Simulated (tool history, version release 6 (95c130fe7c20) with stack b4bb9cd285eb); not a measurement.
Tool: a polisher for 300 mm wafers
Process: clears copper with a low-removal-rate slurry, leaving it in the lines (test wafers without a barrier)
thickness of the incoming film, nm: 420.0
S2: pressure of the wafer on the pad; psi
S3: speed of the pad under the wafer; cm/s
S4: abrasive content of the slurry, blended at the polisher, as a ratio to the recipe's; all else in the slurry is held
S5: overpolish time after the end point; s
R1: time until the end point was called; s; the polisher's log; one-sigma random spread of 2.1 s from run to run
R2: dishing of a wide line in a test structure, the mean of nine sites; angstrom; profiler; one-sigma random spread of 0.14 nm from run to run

Run 1, day 0.000: flow of slurry (ml/min) 145, S2 2.3 psi, S3 130 cm/s, S4 1.00, S5 12 s. Result: R1 141.21 s, R2 234.96 angstrom.
Run 2, day 0.350: flow of slurry (ml/min) 145, S2 1.8 psi, S3 130 cm/s, S4 1.00, S5 12 s. Result: R1 162.39 s, R2 200.10 angstrom.
Run 3, day 0.462: flow of slurry (ml/min) 145, S2 1.7 psi, S3 134 cm/s, S4 1.00, S5 11 s. Result: R1 167.34 s, R2 193.28 angstrom.
Run 4, day 0.533: flow of slurry (ml/min) 145, S2 1.7 psi, S3 148 cm/s, S4 1.00, S5 11 s. Result: R1 156.67 s, R2 206.21 angstrom.
Run 5, day 0.725: flow of slurry (ml/min) 155, S2 1.8 psi, S3 134 cm/s, S4 1.10, S5 10 s. Result: R1 150.34 s, R2 193.75 angstrom.
Run 6, day 0.996: flow of slurry (ml/min) 165, S2 1.8 psi, S3 122 cm/s, S4 1.15, S5 9 s. Result: R1 165.22 s, R2 164.78 angstrom.
Run 7, day 1.288: flow of slurry (ml/min) 175, S2 1.9 psi, S3 112 cm/s, S4 1.20, S5 8 s. Result: R1 166.34 s, R2 148.94 angstrom.
Run 8, day 1.525: flow of slurry (ml/min) 185, S2 2.0 psi, S3 104 cm/s, S4 1.25, S5 7 s. Result: R1 169.58 s, R2 133.36 angstrom.

Run 9 comes next. What will it give?
Run 9, day 1.888: flow of slurry (ml/min) 190, S2 2.1 psi, S3 96 cm/s, S4 1.30, S5 7 s. Result: R1 ?, R2 ?.

Run 9 gave R1 171.50 s, R2 129.59 angstrom.

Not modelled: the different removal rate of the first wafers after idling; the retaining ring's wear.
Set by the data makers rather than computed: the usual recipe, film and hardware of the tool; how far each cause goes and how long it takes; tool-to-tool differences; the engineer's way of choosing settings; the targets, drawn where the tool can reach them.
